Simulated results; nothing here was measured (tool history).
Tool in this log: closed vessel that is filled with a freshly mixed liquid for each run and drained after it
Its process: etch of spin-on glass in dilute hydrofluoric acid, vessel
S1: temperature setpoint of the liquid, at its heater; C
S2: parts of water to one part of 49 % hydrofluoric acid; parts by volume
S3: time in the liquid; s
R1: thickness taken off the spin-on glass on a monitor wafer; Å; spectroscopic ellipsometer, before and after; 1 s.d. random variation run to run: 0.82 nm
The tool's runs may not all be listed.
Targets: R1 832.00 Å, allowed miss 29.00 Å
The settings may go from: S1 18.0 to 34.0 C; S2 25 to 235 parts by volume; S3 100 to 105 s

run,hour,S1,S2,S3,R1
1,0.0,26.0,130,100,500.84
2,2.5,26.0,110,100,608.58
3,9.9,26.0,110,100,607.94
4,12.5,29.0,110,100,678.52
5,17.8,29.0,110,100,675.97
6,25.9,25.5,110,100,598.90
7,34.6,29.5,100,100,777.72
8,41.2,30.0,100,100,792.91
9,45.9,30.5,100,100,800.61

Consider the 5 candidate settings below. Which is the only one whose results all fall within their allowed miss of target?
A,50.6,28.0,90,100,?
B,50.6,34.0,120,105,?
C,50.6,30.5,105,100,?
D,50.6,32.0,115,105,?
E,50.6,33.5,115,100,?

move,R1
A,818.13
B,770.43
C,754.86
D,753.81
E,757.79
A: meets every target
B: misses by more than the last run did
C: misses by more than the last run did
D: misses by more than the last run did
E: misses by more than the last run did
The move that meets every target is A.
